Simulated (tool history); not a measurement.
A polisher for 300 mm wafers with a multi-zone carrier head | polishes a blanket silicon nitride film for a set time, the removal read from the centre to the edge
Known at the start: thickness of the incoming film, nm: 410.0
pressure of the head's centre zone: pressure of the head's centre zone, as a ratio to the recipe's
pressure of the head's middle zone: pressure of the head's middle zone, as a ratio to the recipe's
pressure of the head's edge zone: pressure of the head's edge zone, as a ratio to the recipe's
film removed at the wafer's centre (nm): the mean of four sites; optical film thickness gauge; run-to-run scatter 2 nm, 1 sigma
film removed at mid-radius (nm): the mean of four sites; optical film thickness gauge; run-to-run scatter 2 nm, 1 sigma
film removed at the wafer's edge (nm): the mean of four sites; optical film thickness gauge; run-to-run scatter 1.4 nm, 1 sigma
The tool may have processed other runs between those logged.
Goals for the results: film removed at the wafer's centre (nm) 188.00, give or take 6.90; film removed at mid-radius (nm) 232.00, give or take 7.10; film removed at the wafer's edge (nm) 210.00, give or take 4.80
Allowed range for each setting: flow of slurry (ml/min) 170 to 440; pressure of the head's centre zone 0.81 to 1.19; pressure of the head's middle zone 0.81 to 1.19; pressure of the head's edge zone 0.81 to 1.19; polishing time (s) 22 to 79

run    day  flow of slurry (ml/min)  pressure of the head's centre zone  pressure of the head's middle zone  pressure of the head's edge zone  polishing time (s)  film removed at the wafer's centre (nm)  film removed at mid-radius (nm)  film removed at the wafer's edge (nm)
  1  0.000                      280                                1.00                                1.00                              1.00                  50                                   174.69                           168.28                                 174.15
  2  0.325                      330                                1.00                                1.00                              1.00                  50                                   171.83                           170.40                                 172.33
  3  0.533                      335                                1.00                                1.02                              1.01                  51                                   176.70                           173.78                                 180.07
  4  0.567                      335                                0.99                                1.04                              1.00                  52                                   177.92                           181.91                                 181.77
  5  0.629                      335                                0.98                                1.05                              1.00                  53                                   180.79                           186.48                                 185.88
  6  0.912                      335                                0.97                                1.06                              1.00                  54                                   176.60                           191.82                                 188.79
  7  1.021                      385                                1.00                                1.16                              1.09                  58                                   203.07                           225.62                                 211.82
  8  1.254                      385                                0.99                                1.16                              1.09                  58                                   201.08                           228.28                                 212.37
  9  1.596                      385                                0.98                                1.16                              1.09                  58                                   199.34                           225.31                                 207.96
 10  1.808                      380                                0.90                                1.19                              1.12                  59                                   182.68                           230.01                                 217.42
 11  2.017                      380                                0.90                                1.19                              1.11                  59                                   187.58                           235.94                                 218.81

Below are 5 possible settings for the next run. Only one of them brings all results inside the allowed miss of their targets. Which is it?
  A  2.225                      365                                0.82                                1.16                              1.13                  62                                        ?                                ?                                      ?
  B  2.225                      410                                0.83                                1.19                              1.11                  61                                        ?                                ?                                      ?
  C  2.225                      415                                0.87                                1.17                              1.15                  61                                        ?                                ?                                      ?
  D  2.225                      385                                0.82                                1.17                              1.08                  62                                        ?                                ?                                      ?
  E  2.225                      380                                0.93                                1.19                              1.10                  58                                        ?                                ?                                      ?

move  film removed at the wafer's centre (nm)  film removed at mid-radius (nm)  film removed at the wafer's edge (nm)
   A                                   177.29                           238.28                                 228.88
   B                                   177.88                           241.37                                 224.55
   C                                   186.19                           237.96                                 228.29
   D                                   177.95                           240.86                                 224.92
   E                                   187.63                           228.33                                 211.91
A: moves away from the targets compared with the last run
B: moves away from the targets compared with the last run
C: moves away from the targets compared with the last run
D: moves away from the targets compared with the last run
E: meets every target
Answer: E

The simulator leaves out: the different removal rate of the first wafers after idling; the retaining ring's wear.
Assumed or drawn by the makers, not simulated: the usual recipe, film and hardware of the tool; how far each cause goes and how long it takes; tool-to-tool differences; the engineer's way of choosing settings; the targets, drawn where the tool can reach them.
